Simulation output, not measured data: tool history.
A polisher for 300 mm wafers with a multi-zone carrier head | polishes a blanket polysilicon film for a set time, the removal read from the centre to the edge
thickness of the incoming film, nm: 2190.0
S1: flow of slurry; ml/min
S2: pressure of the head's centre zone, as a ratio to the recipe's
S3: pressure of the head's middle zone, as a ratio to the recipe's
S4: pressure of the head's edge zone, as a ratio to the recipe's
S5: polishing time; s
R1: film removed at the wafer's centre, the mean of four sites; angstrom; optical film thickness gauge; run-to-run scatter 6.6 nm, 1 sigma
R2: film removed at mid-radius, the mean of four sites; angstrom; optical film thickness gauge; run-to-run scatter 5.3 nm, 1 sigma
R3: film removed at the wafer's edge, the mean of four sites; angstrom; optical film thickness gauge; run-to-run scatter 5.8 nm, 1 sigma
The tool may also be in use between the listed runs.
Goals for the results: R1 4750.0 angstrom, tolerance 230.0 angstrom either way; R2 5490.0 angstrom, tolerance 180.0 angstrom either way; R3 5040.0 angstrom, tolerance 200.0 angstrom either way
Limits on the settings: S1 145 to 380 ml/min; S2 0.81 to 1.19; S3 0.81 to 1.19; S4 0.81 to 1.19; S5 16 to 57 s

| run | day | S1 | S2 | S3 | S4 | S5 | R1 | R2 | R3 |
|---|---|---|---|---|---|---|---|---|---|
| 1 | 0.000 | 245 | 1.00 | 1.00 | 1.00 | 36 | 3715.8 | 3713.0 | 3744.4 |
| 2 | 0.267 | 245 | 1.00 | 1.00 | 0.94 | 36 | 3798.8 | 3604.2 | 3679.1 |
| 3 | 0.333 | 245 | 0.94 | 1.00 | 0.94 | 36 | 3422.5 | 3740.4 | 3560.6 |
| 4 | 0.433 | 250 | 0.95 | 1.02 | 0.97 | 37 | 3602.2 | 3820.2 | 3734.8 |
| 5 | 0.512 | 250 | 0.95 | 1.07 | 0.97 | 37 | 3647.8 | 4023.7 | 3746.9 |
| 6 | 0.617 | 250 | 0.95 | 1.15 | 0.97 | 37 | 3752.9 | 4266.5 | 3792.1 |
| 7 | 0.746 | 255 | 0.95 | 1.16 | 0.99 | 38 | 3746.1 | 4453.5 | 3882.4 |
| 8 | 0.908 | 255 | 0.96 | 1.16 | 1.01 | 39 | 3953.2 | 4521.2 | 4053.9 |

Exercise: of the 4 proposed moves below, exactly one satisfies all targets within the stated allowed misses. Which move is it?
| A | 1.071 | 260 | 0.96 | 1.14 | 1.06 | 48 | ? | ? | ? |
| B | 1.071 | 280 | 0.89 | 1.19 | 1.02 | 33 | ? | ? | ? |
| C | 1.071 | 215 | 0.81 | 0.85 | 1.19 | 44 | ? | ? | ? |
| D | 1.071 | 260 | 1.03 | 1.19 | 0.81 | 33 | ? | ? | ? |

| move | R1 | R2 | R3 |
|---|---|---|---|
| A | 4861.8 | 5484.1 | 5080.6 |
| B | 3127.6 | 3948.2 | 3458.0 |
| C | 3641.2 | 3828.9 | 4820.6 |
| D | 3589.4 | 3912.4 | 3145.6 |
A: in spec on every target
B: further off than the last run
C: further off than the last run
D: further off than the last run
The move that meets every target is A.

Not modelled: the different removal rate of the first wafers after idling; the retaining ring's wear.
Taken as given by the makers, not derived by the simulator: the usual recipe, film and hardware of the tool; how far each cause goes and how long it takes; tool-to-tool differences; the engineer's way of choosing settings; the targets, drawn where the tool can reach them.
